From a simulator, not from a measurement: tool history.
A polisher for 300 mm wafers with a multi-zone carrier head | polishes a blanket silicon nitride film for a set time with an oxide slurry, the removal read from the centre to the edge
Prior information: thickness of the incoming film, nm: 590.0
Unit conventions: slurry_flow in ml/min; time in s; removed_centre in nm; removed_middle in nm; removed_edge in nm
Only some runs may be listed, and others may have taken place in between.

run 1 hour=0 | slurry_flow=175 centre_zone=1 middle_zone=1 edge_zone=1 slurry_solids=1 time=86 | removed_centre=68.166 removed_middle=68.198 removed_edge=70.272
run 2 hour=3.2 | slurry_flow=175 centre_zone=1 middle_zone=0.94 edge_zone=1 slurry_solids=1 time=86 | removed_centre=68.177 removed_middle=65.482 removed_edge=69.561
run 3 hour=9.2 | slurry_flow=180 centre_zone=1 middle_zone=0.96 edge_zone=1.02 slurry_solids=1 time=86 | removed_centre=69.134 removed_middle=67.987 removed_edge=72.243
run 4 hour=12.3 | slurry_flow=180 centre_zone=1 middle_zone=0.9 edge_zone=1.02 slurry_solids=1 time=86 | removed_centre=68.914 removed_middle=65.676 removed_edge=71.034
-- hour=20 slurry nozzle cleaned
run 5 hour=20 | slurry_flow=150 centre_zone=1 middle_zone=0.9 edge_zone=1.02 slurry_solids=1 time=86 | removed_centre=68.891 removed_middle=64.735 removed_edge=71.413
run 6 hour=26.7 | slurry_flow=150 centre_zone=1 middle_zone=0.9 edge_zone=1.02 slurry_solids=1 time=76 | removed_centre=60.715 removed_middle=57.365 removed_edge=62.794
run 7 hour=30.5 | slurry_flow=155 centre_zone=1 middle_zone=0.93 edge_zone=1.04 slurry_solids=1.05 time=76 | removed_centre=62.659 removed_middle=60.047 removed_edge=64.107

Expected results for the next run?
run 8 hour=32.3 | slurry_flow=155 centre_zone=1 middle_zone=0.93 edge_zone=1.04 slurry_solids=1.05 time=76 | removed_centre=? removed_middle=? removed_edge=?

{"run 8": {"removed_centre": 62.867, "removed_middle": 59.82, "removed_edge": 65.277}}
